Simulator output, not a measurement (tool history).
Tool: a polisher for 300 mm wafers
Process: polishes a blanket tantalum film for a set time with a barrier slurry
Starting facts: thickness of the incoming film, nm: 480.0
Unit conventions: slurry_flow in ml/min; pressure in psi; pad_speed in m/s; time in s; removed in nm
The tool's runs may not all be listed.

run 1 hour=0 | slurry_flow=200 pressure=1.4 pad_speed=1.18 slurry_solids=1 time=82 | removed=119.93
run 2 hour=1.7 | slurry_flow=240 pressure=1.4 pad_speed=1.18 slurry_solids=1 time=82 | removed=121.63
run 3 hour=5.1 | slurry_flow=240 pressure=1 pad_speed=1.18 slurry_solids=1 time=82 | removed=99.259
run 4 hour=11.5 | slurry_flow=245 pressure=1.4 pad_speed=1.2 slurry_solids=1 time=82 | removed=125.81
run 5 hour=18.7 | slurry_flow=245 pressure=1.4 pad_speed=1.2 slurry_solids=0.85 time=82 | removed=117.38
run 6 hour=24.2 | slurry_flow=245 pressure=1.4 pad_speed=1.2 slurry_solids=0.85 time=86 | removed=124.4

What does the tool deliver on the next run?
run 7 hour=32.6 | slurry_flow=250 pressure=1.7 pad_speed=1.2 slurry_solids=0.85 time=86 | removed=?

Logged for run 7: removed 143.61 nm.

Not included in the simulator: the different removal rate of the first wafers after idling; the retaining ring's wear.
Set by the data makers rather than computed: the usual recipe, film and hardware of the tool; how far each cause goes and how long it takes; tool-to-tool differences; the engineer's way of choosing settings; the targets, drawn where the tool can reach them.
